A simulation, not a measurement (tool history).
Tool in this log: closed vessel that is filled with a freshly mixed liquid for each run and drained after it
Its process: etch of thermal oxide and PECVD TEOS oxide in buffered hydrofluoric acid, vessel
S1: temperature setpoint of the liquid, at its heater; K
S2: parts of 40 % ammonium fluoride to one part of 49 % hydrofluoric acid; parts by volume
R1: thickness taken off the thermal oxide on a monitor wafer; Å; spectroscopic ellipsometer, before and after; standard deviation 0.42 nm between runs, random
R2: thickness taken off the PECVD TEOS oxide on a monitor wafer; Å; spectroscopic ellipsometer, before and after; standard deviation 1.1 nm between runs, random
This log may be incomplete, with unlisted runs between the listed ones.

{"run": 1, "hour": 0.0, "S1": 295.15, "S2": 8, "time in the liquid (s)": 60, "R1": 736.36, "R2": 1806.9}
{"run": 2, "hour": 2.1, "S1": 295.15, "S2": 8, "time in the liquid (s)": 50, "R1": 607.61, "R2": 1523.4}
{"run": 3, "hour": 6.5, "S1": 294.15, "S2": 8, "time in the liquid (s)": 50, "R1": 573.58, "R2": 1436.5}
{"run": 4, "hour": 15.7, "S1": 294.15, "S2": 7, "time in the liquid (s)": 50, "R1": 663.48, "R2": 1643.6}
{"run": 5, "hour": 22.1, "S1": 296.65, "S2": 7, "time in the liquid (s)": 50, "R1": 764.67, "R2": 1863.3}
{"run": 6, "hour": 28.0, "S1": 298.15, "S2": 7, "time in the liquid (s)": 50, "R1": 835.2, "R2": 2060.3}
{"run": 7, "hour": 36.2, "S1": 295.65, "S2": 7, "time in the liquid (s)": 50, "R1": 723, "R2": 1784.6}

Run 8, settings as shown, results not yet in. Your forecast:
{"run": 8, "hour": 39.9, "S1": 294.15, "S2": 7, "time in the liquid (s)": 50, "R1": "?", "R2": "?"}

For run 8 the tool returned R1 661.7 Å, R2 1655.3 Å.
